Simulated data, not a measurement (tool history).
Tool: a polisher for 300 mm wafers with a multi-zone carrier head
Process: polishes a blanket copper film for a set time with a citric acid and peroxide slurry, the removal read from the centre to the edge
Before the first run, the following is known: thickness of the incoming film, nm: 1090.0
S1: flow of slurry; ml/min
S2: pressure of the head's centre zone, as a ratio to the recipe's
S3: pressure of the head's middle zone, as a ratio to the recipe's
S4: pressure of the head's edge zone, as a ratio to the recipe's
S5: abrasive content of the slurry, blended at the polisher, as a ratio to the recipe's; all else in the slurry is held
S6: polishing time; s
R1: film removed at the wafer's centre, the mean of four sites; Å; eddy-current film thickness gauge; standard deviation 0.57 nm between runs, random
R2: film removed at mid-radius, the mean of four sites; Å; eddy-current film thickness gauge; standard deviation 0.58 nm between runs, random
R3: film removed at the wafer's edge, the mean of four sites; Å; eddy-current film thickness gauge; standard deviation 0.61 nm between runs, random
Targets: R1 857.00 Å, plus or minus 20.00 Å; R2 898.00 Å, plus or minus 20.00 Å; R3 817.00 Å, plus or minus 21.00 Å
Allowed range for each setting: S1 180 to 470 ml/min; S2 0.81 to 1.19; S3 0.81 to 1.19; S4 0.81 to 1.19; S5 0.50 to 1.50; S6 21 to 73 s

{"run": 1, "hour": 0.0, "S1": 300, "S2": 1.0, "S3": 1.0, "S4": 1.0, "S5": 1.0, "S6": 47, "R1": 1485.3, "R2": 1420.0, "R3": 1427.0}
{"run": 2, "hour": 8.3, "S1": 300, "S2": 1.0, "S3": 1.0, "S4": 0.92, "S5": 1.0, "S6": 47, "R1": 1475.3, "R2": 1420.3, "R3": 1380.1}
{"run": 3, "hour": 10.1, "S1": 255, "S2": 1.0, "S3": 1.0, "S4": 0.92, "S5": 1.0, "S6": 47, "R1": 1468.1, "R2": 1418.1, "R3": 1386.6}
{"run": 4, "hour": 13.9, "S1": 185, "S2": 1.0, "S3": 1.0, "S4": 0.92, "S5": 1.0, "S6": 47, "R1": 1432.4, "R2": 1378.7, "R3": 1363.5}
{"run": 5, "hour": 14.7, "S1": 185, "S2": 1.0, "S3": 1.0, "S4": 0.92, "S5": 1.1, "S6": 47, "R1": 1459.9, "R2": 1405.3, "R3": 1389.1}
{"run": 6, "hour": 19.5, "S1": 185, "S2": 1.03, "S3": 1.0, "S4": 0.92, "S5": 1.1, "S6": 47, "R1": 1485.9, "R2": 1430.0, "R3": 1378.4}
{"run": 7, "hour": 22.1, "S1": 200, "S2": 1.01, "S3": 1.03, "S4": 0.91, "S5": 0.95, "S6": 41, "R1": 1241.9, "R2": 1231.3, "R3": 1169.3}
{"run": 8, "hour": 27.3, "S1": 220, "S2": 1.0, "S3": 1.04, "S4": 0.9, "S5": 0.85, "S6": 38, "R1": 1125.0, "R2": 1128.8, "R3": 1066.0}
{"run": 9, "hour": 35.5, "S1": 240, "S2": 0.99, "S3": 1.05, "S4": 0.89, "S5": 0.75, "S6": 36, "R1": 1030.5, "R2": 1056.1, "R3": 981.6}
{"run": 10, "hour": 42.8, "S1": 260, "S2": 0.98, "S3": 1.05, "S4": 0.88, "S5": 0.7, "S6": 35, "R1": 977.16, "R2": 1017.1, "R3": 946.85}
{"run": 11, "hour": 45.4, "S1": 270, "S2": 0.98, "S3": 1.05, "S4": 0.87, "S5": 0.65, "S6": 34, "R1": 936.46, "R2": 984.8, "R3": 909.6}
{"run": 12, "hour": 53.2, "S1": 275, "S2": 0.98, "S3": 1.05, "S4": 0.86, "S5": 0.6, "S6": 33, "R1": 909.24, "R2": 924.49, "R3": 850.08}
{"run": 13, "hour": 54.7, "S1": 275, "S2": 0.97, "S3": 1.05, "S4": 0.85, "S5": 0.6, "S6": 33, "R1": 898.36, "R2": 942.7, "R3": 853.66}

Of the 4 settings listed for the next run, only one would bring every result within its allowed miss of target. Which one?
{"run": "A", "hour": 56.2, "S1": 255, "S2": 0.87, "S3": 1.1, "S4": 0.84, "S5": 0.65, "S6": 34, "R1": "?", "R2": "?", "R3": "?"}
{"run": "B", "hour": 56.2, "S1": 340, "S2": 0.88, "S3": 1.08, "S4": 0.99, "S5": 0.55, "S6": 35, "R1": "?", "R2": "?", "R3": "?"}
{"run": "C", "hour": 56.2, "S1": 270, "S2": 0.98, "S3": 1.06, "S4": 0.89, "S5": 0.55, "S6": 32, "R1": "?", "R2": "?", "R3": "?"}
{"run": "D", "hour": 56.2, "S1": 250, "S2": 0.97, "S3": 1.19, "S4": 0.96, "S5": 0.55, "S6": 34, "R1": "?", "R2": "?", "R3": "?"}

move=A R1=830.97 R2=1015.40 R3=879.66
move=B R1=854.47 R2=1013.70 R3=958.58
move=C R1=855.75 R2=897.73 R3=824.13
move=D R1=895.22 R2=1047.70 R3=901.61
A: moves away from the targets compared with the last run
B: moves away from the targets compared with the last run
C: in spec on every target
D: moves away from the targets compared with the last run
So the answer is move C, the one that meets all the targets.

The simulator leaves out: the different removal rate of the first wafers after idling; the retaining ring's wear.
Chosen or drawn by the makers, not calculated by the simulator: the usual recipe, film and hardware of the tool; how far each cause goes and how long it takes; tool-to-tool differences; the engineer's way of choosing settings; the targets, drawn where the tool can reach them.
